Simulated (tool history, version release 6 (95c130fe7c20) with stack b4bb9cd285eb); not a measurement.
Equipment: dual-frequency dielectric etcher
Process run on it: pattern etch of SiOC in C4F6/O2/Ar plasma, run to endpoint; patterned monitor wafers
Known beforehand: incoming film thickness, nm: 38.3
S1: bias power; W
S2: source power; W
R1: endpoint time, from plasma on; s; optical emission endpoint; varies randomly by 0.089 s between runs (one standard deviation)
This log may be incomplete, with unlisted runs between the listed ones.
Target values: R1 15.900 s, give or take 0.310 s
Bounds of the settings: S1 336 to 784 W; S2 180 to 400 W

run,day,S1,S2,R1
1,0.000,560,290,14.226
2,0.362,560,330,13.737
3,0.512,522,330,14.194
4,0.592,484,330,14.398
# day 0.800: bias power generator calibrated
5,0.800,446,320,15.210
6,1.150,432,320,15.059
7,1.204,411,320,15.360
8,1.533,398,320,15.528

Next run, 5 choices. One meets every target within its allowed miss, the rest don't. Which?
A,1.862,435,310,?
B,1.862,481,290,?
C,1.862,451,300,?
D,1.862,451,260,?
E,1.862,395,350,?

move,R1
A,15.148
B,15.003
C,15.138
D,15.788
E,15.001
A: misses by more than the last run did
B: misses by more than the last run did
C: misses by more than the last run did
D: every result within its allowed miss
E: misses by more than the last run did
Move D is the one to make.

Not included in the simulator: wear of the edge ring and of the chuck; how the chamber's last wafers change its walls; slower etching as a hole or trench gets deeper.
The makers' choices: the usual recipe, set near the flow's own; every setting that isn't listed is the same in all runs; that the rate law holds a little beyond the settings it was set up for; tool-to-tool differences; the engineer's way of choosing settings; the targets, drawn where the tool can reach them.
